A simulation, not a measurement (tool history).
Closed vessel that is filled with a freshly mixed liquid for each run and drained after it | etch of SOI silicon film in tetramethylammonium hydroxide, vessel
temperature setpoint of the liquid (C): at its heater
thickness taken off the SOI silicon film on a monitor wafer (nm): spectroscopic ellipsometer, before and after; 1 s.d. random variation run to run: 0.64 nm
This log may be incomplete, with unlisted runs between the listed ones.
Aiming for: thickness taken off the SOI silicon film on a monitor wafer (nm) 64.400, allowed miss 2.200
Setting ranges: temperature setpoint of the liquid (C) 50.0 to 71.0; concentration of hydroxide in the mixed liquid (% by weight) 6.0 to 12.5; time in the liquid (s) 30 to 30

run,hour,temperature setpoint of the liquid (C),concentration of hydroxide in the mixed liquid (% by weight),time in the liquid (s),thickness taken off the SOI silicon film on a monitor wafer (nm)
1,0.0,58.0,8.5,30,111.910
2,0.8,58.0,7.5,30,115.840
3,2.0,56.5,8.0,30,101.680
4,4.2,55.0,8.0,30,93.884
5,7.5,54.0,8.5,30,87.568
6,10.9,56.5,8.5,30,102.300
7,12.1,55.0,9.0,30,88.913
8,20.9,54.0,9.0,30,83.986
9,29.7,53.0,9.0,30,77.991

Below are 5 possible settings for the next run. Only one of them brings all results inside the allowed miss of their targets. Which is it?
A,38.5,51.0,9.0,30,?
B,38.5,54.5,8.5,30,?
C,38.5,50.5,7.5,30,?
D,38.5,51.5,11.5,30,?
E,38.5,54.5,8.0,30,?

move,thickness taken off the SOI silicon film on a monitor wafer (nm)
A,69.081
B,88.654
C,70.879
D,65.259
E,90.411
A: an improvement on the last run, though not all results are within tolerance
B: further off than the last run
C: an improvement on the last run, though not all results are within tolerance
D: in spec on every target
E: further off than the last run
The move that meets every target is D.
